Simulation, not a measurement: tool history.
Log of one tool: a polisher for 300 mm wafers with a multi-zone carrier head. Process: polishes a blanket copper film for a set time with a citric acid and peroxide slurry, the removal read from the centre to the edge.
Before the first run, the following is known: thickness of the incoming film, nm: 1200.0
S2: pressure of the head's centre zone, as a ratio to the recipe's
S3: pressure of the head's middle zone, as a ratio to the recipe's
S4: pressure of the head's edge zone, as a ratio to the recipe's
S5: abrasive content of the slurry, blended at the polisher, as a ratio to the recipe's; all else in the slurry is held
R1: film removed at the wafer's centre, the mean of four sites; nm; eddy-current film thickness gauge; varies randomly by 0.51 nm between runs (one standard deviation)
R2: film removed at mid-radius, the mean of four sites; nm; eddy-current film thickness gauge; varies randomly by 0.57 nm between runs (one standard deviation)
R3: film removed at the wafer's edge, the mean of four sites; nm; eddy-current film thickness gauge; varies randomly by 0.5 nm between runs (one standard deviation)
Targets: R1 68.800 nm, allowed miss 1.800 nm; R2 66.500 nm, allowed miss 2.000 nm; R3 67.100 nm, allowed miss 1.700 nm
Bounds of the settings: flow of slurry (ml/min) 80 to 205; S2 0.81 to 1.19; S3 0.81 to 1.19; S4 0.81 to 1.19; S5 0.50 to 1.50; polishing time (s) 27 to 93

run 1 day=0.000 | flow_of_slurry_(ml/min)=135 S2=1.00 S3=1.00 S4=1.00 S5=1.00 polishing_time_(s)=59 | R1=127.290 R2=134.270 R3=129.120
run 2 day=0.167 | flow_of_slurry_(ml/min)=135 S2=1.00 S3=0.92 S4=1.00 S5=1.00 polishing_time_(s)=59 | R1=127.980 R2=122.970 R3=128.240
run 3 day=0.346 | flow_of_slurry_(ml/min)=130 S2=0.99 S3=0.91 S4=0.95 S5=0.85 polishing_time_(s)=51 | R1=103.910 R2=102.530 R3=103.320
run 4 day=0.671 | flow_of_slurry_(ml/min)=120 S2=0.98 S3=0.88 S4=0.91 S5=0.75 polishing_time_(s)=47 | R1=90.114 R2=86.904 R3=91.434
run 5 day=0.729 | flow_of_slurry_(ml/min)=120 S2=0.94 S3=0.88 S4=0.91 S5=0.75 polishing_time_(s)=47 | R1=87.848 R2=84.152 R3=88.255
run 6 day=0.771 | flow_of_slurry_(ml/min)=125 S2=0.90 S3=0.87 S4=0.88 S5=0.65 polishing_time_(s)=45 | R1=79.001 R2=79.522 R3=83.173
run 7 day=1.088 | flow_of_slurry_(ml/min)=120 S2=0.93 S3=0.88 S4=0.86 S5=0.60 polishing_time_(s)=42 | R1=74.473 R2=72.553 R3=74.028
run 8 day=1.354 | flow_of_slurry_(ml/min)=110 S2=0.93 S3=0.88 S4=0.84 S5=0.60 polishing_time_(s)=42 | R1=71.532 R2=72.395 R3=71.398
run 9 day=1.412 | flow_of_slurry_(ml/min)=105 S2=0.94 S3=0.86 S4=0.83 S5=0.60 polishing_time_(s)=42 | R1=71.142 R2=68.924 R3=70.642

5 next moves are on the table. One of them brings every result within its allowed miss. Which?
run A day=1.471 | flow_of_slurry_(ml/min)=110 S2=0.86 S3=0.92 S4=0.84 S5=0.55 polishing_time_(s)=44 | R1=? R2=? R3=?
run B day=1.471 | flow_of_slurry_(ml/min)=110 S2=1.16 S3=0.92 S4=0.81 S5=0.55 polishing_time_(s)=39 | R1=? R2=? R3=?
run C day=1.471 | flow_of_slurry_(ml/min)=90 S2=0.91 S3=0.83 S4=0.90 S5=0.50 polishing_time_(s)=45 | R1=? R2=? R3=?
run D day=1.471 | flow_of_slurry_(ml/min)=95 S2=0.96 S3=0.87 S4=0.81 S5=0.85 polishing_time_(s)=37 | R1=? R2=? R3=?
run E day=1.471 | flow_of_slurry_(ml/min)=100 S2=0.94 S3=0.98 S4=0.85 S5=0.55 polishing_time_(s)=41 | R1=? R2=? R3=?

move=A R1=68.745 R2=75.675 R3=73.128
move=B R1=78.322 R2=66.990 R3=63.791
move=C R1=68.446 R2=66.498 R3=73.219
move=D R1=68.555 R2=66.081 R3=66.503
move=E R1=67.490 R2=72.938 R3=67.570
A: its largest miss is bigger than the last run's
B: takes the result that was furthest off past its target
C: its largest miss is bigger than the last run's
D: all results land within tolerance of their targets
E: puts the biggest miss on target and leaves a different result outside tolerance
So the answer is move D, the one that meets all the targets.
